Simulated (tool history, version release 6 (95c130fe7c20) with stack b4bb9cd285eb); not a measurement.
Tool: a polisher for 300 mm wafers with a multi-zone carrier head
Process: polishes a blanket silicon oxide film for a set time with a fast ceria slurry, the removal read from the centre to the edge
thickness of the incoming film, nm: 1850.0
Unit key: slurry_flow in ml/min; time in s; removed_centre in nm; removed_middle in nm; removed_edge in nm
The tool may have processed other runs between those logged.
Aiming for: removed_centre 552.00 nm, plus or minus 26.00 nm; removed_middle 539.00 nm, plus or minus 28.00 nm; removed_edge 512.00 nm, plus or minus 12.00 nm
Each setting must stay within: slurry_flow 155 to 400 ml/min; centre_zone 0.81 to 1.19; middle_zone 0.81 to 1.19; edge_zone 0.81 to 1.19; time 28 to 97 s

run	hour	slurry_flow	centre_zone	middle_zone	edge_zone	time	removed_centre	removed_middle	removed_edge
1	0.0	255	1.00	1.00	1.00	62	772.98	776.60	780.70
2	2.6	255	1.00	1.03	1.00	62	794.80	796.64	785.92
3	5.9	255	1.00	1.06	1.00	62	765.47	827.55	776.69
4	9.0	255	1.00	1.06	1.00	54	684.38	726.13	674.19
5	14.3	230	1.00	1.06	1.00	54	653.82	685.09	684.81
6	16.5	235	1.01	1.05	0.96	50	618.07	668.03	615.57
7	22.3	225	1.03	1.01	0.93	48	600.81	602.65	581.40
8	29.4	215	1.04	1.00	0.90	47	589.09	572.25	553.85
9	31.6	205	1.04	1.00	0.88	47	585.78	556.38	550.66
10	38.1	205	1.04	1.01	0.86	46	586.49	554.25	537.92
11	45.5	205	1.04	1.01	0.86	46	584.98	561.23	529.40

Which single option among these 5 for the next run brings every result within its allowed miss of target? Just one does.
A	52.9	205	1.12	0.94	0.96	47	?	?	?
B	52.9	240	1.02	1.02	0.89	43	?	?	?
C	52.9	200	0.97	1.07	0.84	48	?	?	?
D	52.9	205	1.05	1.02	0.83	48	?	?	?
E	52.9	195	0.97	0.87	0.97	44	?	?	?

move	removed_centre	removed_middle	removed_edge
A	631.66	543.83	570.61
B	546.33	544.40	511.33
C	569.18	617.94	545.76
D	610.82	595.21	544.67
E	518.86	474.28	534.44
A: further off than the last run
B: all results land within tolerance of their targets
C: further off than the last run
D: further off than the last run
E: further off than the last run
B meets every target.
